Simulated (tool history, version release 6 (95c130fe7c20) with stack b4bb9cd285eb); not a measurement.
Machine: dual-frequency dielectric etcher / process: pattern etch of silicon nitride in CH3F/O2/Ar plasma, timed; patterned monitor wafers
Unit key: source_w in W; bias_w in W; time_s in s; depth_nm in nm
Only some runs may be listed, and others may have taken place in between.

run	hour	source_w	bias_w	time_s	depth_nm
1	0	290	97	72	52.951
2	5	260	91	72	50.064
3	8	240	86	72	47.367
4	12.6	220	85	72	45.756
5	17.1	220	100	72	47.249
6	24	260	100	72	51.382

Expected results for the next run?
7	30.5	260	100	72	?

{"run 7": {"depth_nm": 51.032}}

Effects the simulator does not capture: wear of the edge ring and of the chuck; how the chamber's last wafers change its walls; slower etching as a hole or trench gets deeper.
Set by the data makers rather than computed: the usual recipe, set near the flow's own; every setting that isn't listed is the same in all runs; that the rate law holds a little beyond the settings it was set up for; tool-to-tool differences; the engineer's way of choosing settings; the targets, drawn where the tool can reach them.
